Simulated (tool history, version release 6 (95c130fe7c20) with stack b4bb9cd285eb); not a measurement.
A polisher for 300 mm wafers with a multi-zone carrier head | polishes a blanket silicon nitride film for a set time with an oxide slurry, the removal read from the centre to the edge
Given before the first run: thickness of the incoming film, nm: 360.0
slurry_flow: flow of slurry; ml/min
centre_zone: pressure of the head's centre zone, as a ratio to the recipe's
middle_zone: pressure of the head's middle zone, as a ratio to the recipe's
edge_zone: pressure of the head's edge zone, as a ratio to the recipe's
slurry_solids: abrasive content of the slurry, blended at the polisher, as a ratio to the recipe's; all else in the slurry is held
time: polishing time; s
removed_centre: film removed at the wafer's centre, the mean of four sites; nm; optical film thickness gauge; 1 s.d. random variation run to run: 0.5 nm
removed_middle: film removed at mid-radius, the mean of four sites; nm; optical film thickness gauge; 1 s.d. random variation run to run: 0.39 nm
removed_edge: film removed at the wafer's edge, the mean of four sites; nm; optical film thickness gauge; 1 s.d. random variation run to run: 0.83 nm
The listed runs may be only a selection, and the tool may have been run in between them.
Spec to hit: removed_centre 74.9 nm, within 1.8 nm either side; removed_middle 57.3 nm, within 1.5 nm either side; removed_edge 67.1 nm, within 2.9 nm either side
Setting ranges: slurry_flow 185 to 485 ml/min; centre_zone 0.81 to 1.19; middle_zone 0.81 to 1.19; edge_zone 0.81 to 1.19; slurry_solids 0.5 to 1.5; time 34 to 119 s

run,hour,slurry_flow,centre_zone,middle_zone,edge_zone,slurry_solids,time,removed_centre,removed_middle,removed_edge
1,0,310,1,1,1,1,76,43.677,43.026,43.006
2,6.7,315,1.02,0.99,1.02,1.05,77,45.468,44.175,45.251
3,14.2,320,1.04,0.97,1.02,1.1,79,48.43,44.847,47.859
4,16.5,320,1.04,0.97,1.02,1.2,79,50.44,46.369,48.828
5,23.2,320,1.04,0.97,1.07,1.2,79,50.696,46.309,48.707
6,29.4,325,1.05,0.96,1.07,1.25,81,52.437,47.827,52.278
7,36.2,330,1.07,0.95,1.06,1.3,82,55.92,48.592,53.316
8,41.5,335,1.08,0.95,1.07,1.35,83,57.452,49.671,54.496
9,44.8,335,1.09,0.95,1.08,1.35,85,58.849,51.451,56.274
10,53.3,340,1.1,0.94,1.08,1.35,86,60.218,51.02,56.212
11,54,340,1.11,0.93,1.08,1.35,88,62.53,52.001,58.075
12,61.8,340,1.12,0.93,1.09,1.35,89,63.051,52.495,59.982
13,68.7,340,1.13,0.93,1.09,1.35,90,64.863,52.874,59.692
14,71.7,340,1.14,0.93,1.1,1.35,91,65.861,53.391,61.229
15,79.3,340,1.15,0.93,1.1,1.35,91,66.2,53.944,61.067
16,82.8,340,1.16,0.93,1.1,1.35,91,66.578,54.217,60.881
17,88.6,350,1.18,0.91,1.11,1.45,93,72.068,55.738,64.885
18,93,360,1.19,0.91,1.12,1.5,93,71.874,55.954,65.595

Next run, 4 choices. One meets every target within its allowed miss, the rest don't. Which?
A,97.4,370,1.17,0.88,1.09,1.5,97,?,?,?
B,97.4,360,1.15,0.91,1.06,1.5,99,?,?,?
C,97.4,450,1.08,0.87,1.17,1.4,105,?,?,?
D,97.4,405,1.15,0.92,1.16,1.3,98,?,?,?

move,removed_centre,removed_middle,removed_edge
A,74.057,56.685,66.717
B,74.15,59.234,67.03
C,73.368,60.306,74.012
D,70.798,56.971,66.819
A: hits every target within its allowed miss
B: the worst result of the last run now meets its target, but another is out of spec
C: the worst result of the last run now meets its target, but another is out of spec
D: further off than the last run
Go with A: it meets all targets.

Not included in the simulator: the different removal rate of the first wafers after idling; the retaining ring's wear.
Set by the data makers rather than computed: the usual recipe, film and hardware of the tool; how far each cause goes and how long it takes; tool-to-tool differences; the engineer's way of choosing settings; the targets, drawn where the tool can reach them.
